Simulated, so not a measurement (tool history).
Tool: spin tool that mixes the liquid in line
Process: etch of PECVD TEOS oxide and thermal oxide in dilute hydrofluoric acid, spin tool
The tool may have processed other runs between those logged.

run,day,temperature setpoint of the liquid (K),parts of water to one part of 49 % hydrofluoric acid (parts by volume),time under the liquid (s),thickness taken off the PECVD TEOS oxide on a monitor wafer (nm),thickness taken off the thermal oxide on a monitor wafer (nm)
1,0,295.15,275,180,9.1569,2.4224
2,0.2,297.15,255,180,10.872,2.7734
3,0.346,297.15,255,130,7.8053,2.0745
4,0.388,298.65,220,130,9.9093,2.5339
5,0.596,298.65,130,130,18.725,4.7358
# day 0.754: thermometer replaced
6,0.754,298.65,225,130,9.0542,2.3792
7,0.825,297.65,205,130,10.066,2.6235

Run 8, settings as shown, results not yet in. Your forecast:
8,1.171,298.65,190,130,?,?

thickness taken off the PECVD TEOS oxide on a monitor wafer (nm): 11.332
thickness taken off the thermal oxide on a monitor wafer (nm): 2.8922
